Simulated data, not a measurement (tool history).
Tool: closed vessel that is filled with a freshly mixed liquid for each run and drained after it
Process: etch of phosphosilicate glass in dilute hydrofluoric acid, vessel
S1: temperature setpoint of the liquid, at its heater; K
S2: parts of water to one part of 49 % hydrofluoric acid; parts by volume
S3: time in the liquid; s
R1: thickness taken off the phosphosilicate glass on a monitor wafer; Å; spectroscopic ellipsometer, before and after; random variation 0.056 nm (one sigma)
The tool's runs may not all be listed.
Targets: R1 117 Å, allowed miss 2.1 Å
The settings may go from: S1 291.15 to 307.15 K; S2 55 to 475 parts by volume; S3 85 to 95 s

Run 1, hour 0: S1 299.15 K, S2 265 parts by volume, S3 85 s. Result: R1 180.86 Å.
Run 2, hour 8.5: S1 299.15 K, S2 265 parts by volume, S3 85 s. Result: R1 182.46 Å.
Run 3, hour 14.8: S1 299.15 K, S2 265 parts by volume, S3 95 s. Result: R1 203.27 Å.
Run 4, hour 23: S1 299.15 K, S2 265 parts by volume, S3 95 s. Result: R1 202.48 Å.
Run 5, hour 29.3: S1 297.65 K, S2 275 parts by volume, S3 95 s. Result: R1 182.97 Å.
Run 6, hour 37.4: S1 297.65 K, S2 320 parts by volume, S3 95 s. Result: R1 150.6 Å.
Run 7, hour 45.8: S1 296.15 K, S2 320 parts by volume, S3 95 s. Result: R1 143.48 Å.
Run 8, hour 51.5: S1 292.15 K, S2 330 parts by volume, S3 95 s. Result: R1 120.27 Å.

Which of these 5 next moves meets every target?
Run A, hour 57.2: S1 292.15 K, S2 300 parts by volume, S3 85 s. Result: R1 ?.
Run B, hour 57.2: S1 291.15 K, S2 310 parts by volume, S3 95 s. Result: R1 ?.
Run C, hour 57.2: S1 295.65 K, S2 330 parts by volume, S3 85 s. Result: R1 ?.
Run D, hour 57.2: S1 291.15 K, S2 300 parts by volume, S3 90 s. Result: R1 ?.
Run E, hour 57.2: S1 291.15 K, S2 325 parts by volume, S3 95 s. Result: R1 ?.

move      R1
   A  120.83
   B  124.85
   C  121.24
   D  123.27
   E  117.59
A: further off than the last run
B: further off than the last run
C: further off than the last run
D: further off than the last run
E: meets every target
The right move is E.
